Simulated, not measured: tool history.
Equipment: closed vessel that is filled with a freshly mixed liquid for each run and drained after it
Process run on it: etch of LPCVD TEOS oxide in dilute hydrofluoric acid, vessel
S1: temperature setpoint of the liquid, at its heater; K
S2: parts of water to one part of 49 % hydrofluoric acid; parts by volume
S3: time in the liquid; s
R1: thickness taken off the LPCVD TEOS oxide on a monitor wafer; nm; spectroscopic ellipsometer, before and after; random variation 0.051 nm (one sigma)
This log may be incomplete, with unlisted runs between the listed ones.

Run 1, day 0: S1 299.15 K, S2 170 parts by volume, S3 115 s. Result: R1 9.3303 nm.
Run 2, day 0.046: S1 296.65 K, S2 170 parts by volume, S3 115 s. Result: R1 8.5749 nm.
Run 3, day 0.221: S1 295.15 K, S2 170 parts by volume, S3 115 s. Result: R1 8.0578 nm.
Run 4, day 0.379: S1 295.15 K, S2 170 parts by volume, S3 90 s. Result: R1 6.3673 nm.
Run 5, day 0.417: S1 295.15 K, S2 115 parts by volume, S3 90 s. Result: R1 9.9653 nm.
Run 6, day 0.492: S1 295.15 K, S2 115 parts by volume, S3 90 s. Result: R1 9.9858 nm.

For run 7, what comes out?
Run 7, day 0.833: S1 294.15 K, S2 125 parts by volume, S3 90 s. Result: R1 ?.

R1: 8.7851 nm

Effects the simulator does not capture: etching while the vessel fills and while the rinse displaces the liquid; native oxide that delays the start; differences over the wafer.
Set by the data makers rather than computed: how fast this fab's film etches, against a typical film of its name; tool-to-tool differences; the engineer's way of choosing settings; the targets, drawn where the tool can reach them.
